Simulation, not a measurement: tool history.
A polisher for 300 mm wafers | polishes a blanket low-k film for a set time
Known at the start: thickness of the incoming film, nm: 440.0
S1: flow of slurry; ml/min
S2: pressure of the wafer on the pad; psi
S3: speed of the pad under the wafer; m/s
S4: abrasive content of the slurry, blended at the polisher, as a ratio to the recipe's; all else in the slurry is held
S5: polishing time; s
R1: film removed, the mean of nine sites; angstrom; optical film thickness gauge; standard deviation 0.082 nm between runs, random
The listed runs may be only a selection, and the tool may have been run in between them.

run  hour   S1   S2    S3    S4  S5      R1
  1   0.0  235  1.4  1.06  1.00  82  266.37
  2   1.2  235  1.4  1.26  1.00  82  300.56
  3   7.9  235  1.4  1.26  0.95  82  289.41
  4  15.5  195  1.4  1.26  0.95  82  282.52
  5  21.4  195  1.2  1.26  0.95  82  244.97
  6  25.0  195  1.2  1.26  1.05  82  260.22
  7  33.5  190  1.1  1.20  1.05  82  233.59
  8  38.7  185  1.0  1.14  1.05  82  205.39
  9  46.7  180  0.9  1.10  1.05  82  181.94
 10  49.9  160  0.6  0.90  1.05  82  109.65
 11  54.9  175  0.6  0.90  1.05  82  109.70
 12  60.6  180  0.8  0.90  1.05  82  142.63
     61.7  -- conditioning disc replaced and pad reconditioned
 13  61.7  180  0.7  0.90  1.05  82  135.12
 14  62.8  175  0.7  0.90  1.05  82  136.70

Run 15 has not been measured yet. What should we expect?
 15  70.0  170  0.7  0.90  1.05  82   ?

For run 15 the tool returned R1 136.50 angstrom.

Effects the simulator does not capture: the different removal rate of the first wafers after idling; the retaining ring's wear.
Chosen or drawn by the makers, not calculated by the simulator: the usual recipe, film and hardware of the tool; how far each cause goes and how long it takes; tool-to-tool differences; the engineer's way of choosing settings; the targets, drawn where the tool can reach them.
